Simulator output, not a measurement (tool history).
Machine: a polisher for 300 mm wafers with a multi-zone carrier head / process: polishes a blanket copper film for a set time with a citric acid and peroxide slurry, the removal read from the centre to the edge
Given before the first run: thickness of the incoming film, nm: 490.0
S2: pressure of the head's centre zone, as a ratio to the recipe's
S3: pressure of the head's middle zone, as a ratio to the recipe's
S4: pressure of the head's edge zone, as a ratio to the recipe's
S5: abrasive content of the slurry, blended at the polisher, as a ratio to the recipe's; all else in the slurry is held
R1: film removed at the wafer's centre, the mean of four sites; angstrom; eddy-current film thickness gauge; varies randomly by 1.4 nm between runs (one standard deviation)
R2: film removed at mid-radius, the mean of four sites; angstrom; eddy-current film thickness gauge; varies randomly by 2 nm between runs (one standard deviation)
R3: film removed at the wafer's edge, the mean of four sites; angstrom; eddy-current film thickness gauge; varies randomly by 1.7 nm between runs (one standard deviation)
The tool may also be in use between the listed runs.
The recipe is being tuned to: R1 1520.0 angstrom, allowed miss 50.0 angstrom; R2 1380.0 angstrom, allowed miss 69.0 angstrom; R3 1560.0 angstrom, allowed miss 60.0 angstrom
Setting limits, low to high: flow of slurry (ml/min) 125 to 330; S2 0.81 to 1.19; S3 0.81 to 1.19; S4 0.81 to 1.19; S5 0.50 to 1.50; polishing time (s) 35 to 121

Run 1, hour 0.0: flow of slurry (ml/min) 210, S2 1.00, S3 1.00, S4 1.00, S5 1.00, polishing time (s) 78. Result: R1 1735.6 angstrom, R2 1747.6 angstrom, R3 1809.4 angstrom.
Run 2, hour 7.6: flow of slurry (ml/min) 205, S2 0.99, S3 0.97, S4 0.98, S5 0.95, polishing time (s) 78. Result: R1 1690.9 angstrom, R2 1687.5 angstrom, R3 1776.3 angstrom.
Run 3, hour 16.5: flow of slurry (ml/min) 200, S2 0.99, S3 0.95, S4 0.96, S5 0.90, polishing time (s) 78. Result: R1 1627.7 angstrom, R2 1619.1 angstrom, R3 1691.5 angstrom.
Run 4, hour 20.9: flow of slurry (ml/min) 180, S2 0.99, S3 0.95, S4 0.96, S5 0.90, polishing time (s) 78. Result: R1 1672.4 angstrom, R2 1596.0 angstrom, R3 1675.5 angstrom.
Run 5, hour 26.2: flow of slurry (ml/min) 180, S2 0.99, S3 0.95, S4 0.96, S5 0.90, polishing time (s) 95. Result: R1 1996.4 angstrom, R2 1999.7 angstrom, R3 2074.6 angstrom.
Run 6, hour 26.9: flow of slurry (ml/min) 180, S2 0.99, S3 0.95, S4 0.96, S5 0.90, polishing time (s) 109. Result: R1 2282.7 angstrom, R2 2255.5 angstrom, R3 2348.8 angstrom.
Run 7, hour 33.5: flow of slurry (ml/min) 175, S2 0.99, S3 0.92, S4 0.95, S5 0.80, polishing time (s) 104. Result: R1 2116.0 angstrom, R2 2010.6 angstrom, R3 2166.9 angstrom.
Run 8, hour 35.6: flow of slurry (ml/min) 170, S2 0.98, S3 0.90, S4 0.93, S5 0.75, polishing time (s) 101. Result: R1 1976.2 angstrom, R2 1903.8 angstrom, R3 2019.9 angstrom.
Run 9, hour 40.5: flow of slurry (ml/min) 165, S2 0.98, S3 0.88, S4 0.93, S5 0.70, polishing time (s) 98. Result: R1 1875.3 angstrom, R2 1699.6 angstrom, R3 1941.5 angstrom.
Run 10, hour 44.3: flow of slurry (ml/min) 165, S2 0.97, S3 0.87, S4 0.91, S5 0.65, polishing time (s) 96. Result: R1 1784.9 angstrom, R2 1667.0 angstrom, R3 1799.7 angstrom.
Run 11, hour 51.6: flow of slurry (ml/min) 140, S2 0.96, S3 0.81, S4 0.96, S5 0.50, polishing time (s) 86. Result: R1 1413.7 angstrom, R2 1288.8 angstrom, R3 1543.1 angstrom.
Run 12, hour 52.7: flow of slurry (ml/min) 150, S2 0.97, S3 0.82, S4 0.96, S5 0.50, polishing time (s) 86. Result: R1 1474.6 angstrom, R2 1313.0 angstrom, R3 1569.6 angstrom.

Exactly one of the 5 candidate moves below puts every result within its allowed miss. Which one?
Run A, hour 53.8: flow of slurry (ml/min) 140, S2 1.00, S3 0.81, S4 1.12, S5 0.65, polishing time (s) 75. Result: R1 ?, R2 ?, R3 ?.
Run B, hour 53.8: flow of slurry (ml/min) 135, S2 0.98, S3 0.81, S4 1.04, S5 0.55, polishing time (s) 82. Result: R1 ?, R2 ?, R3 ?.
Run C, hour 53.8: flow of slurry (ml/min) 185, S2 1.02, S3 0.81, S4 0.94, S5 0.60, polishing time (s) 76. Result: R1 ?, R2 ?, R3 ?.
Run D, hour 53.8: flow of slurry (ml/min) 155, S2 1.01, S3 0.81, S4 1.06, S5 0.50, polishing time (s) 82. Result: R1 ?, R2 ?, R3 ?.
Run E, hour 53.8: flow of slurry (ml/min) 155, S2 1.00, S3 0.89, S4 0.99, S5 0.50, polishing time (s) 85. Result: R1 ?, R2 ?, R3 ?.

move      R1      R2      R3
   A  1376.6  1140.7  1531.9
   B  1400.0  1185.7  1537.9
   C  1487.9  1200.2  1455.7
   D  1461.0  1195.1  1550.6
   E  1500.2  1338.6  1552.9
A: lands further from the targets than the last run did
B: lands further from the targets than the last run did
C: lands further from the targets than the last run did
D: lands further from the targets than the last run did
E: every result within its allowed miss
The move that meets every target is E.
